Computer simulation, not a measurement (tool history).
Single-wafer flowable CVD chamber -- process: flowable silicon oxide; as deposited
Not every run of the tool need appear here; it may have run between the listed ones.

run,hour,heater temperature setpoint (°C),chamber pressure (Pa),RF power (W),deposition time (s),mean film thickness on the monitor wafer (Å)
1,0,95,92.3,1985,857,5021.3
2,4.2,106,92.3,1985,857,3404.1
3,7.1,108,92.3,1985,857,3173.3
4,15.8,110,92.3,1985,857,2963.5
5,18.1,111,92.3,1985,857,2837.9
6,20.8,112,92.3,1985,857,2802.3
7,28.8,113,92.3,1985,857,2687.5

For run 8, what comes out?
8,34.6,114,92.3,1985,857,?

mean film thickness on the monitor wafer (Å): 2615.8
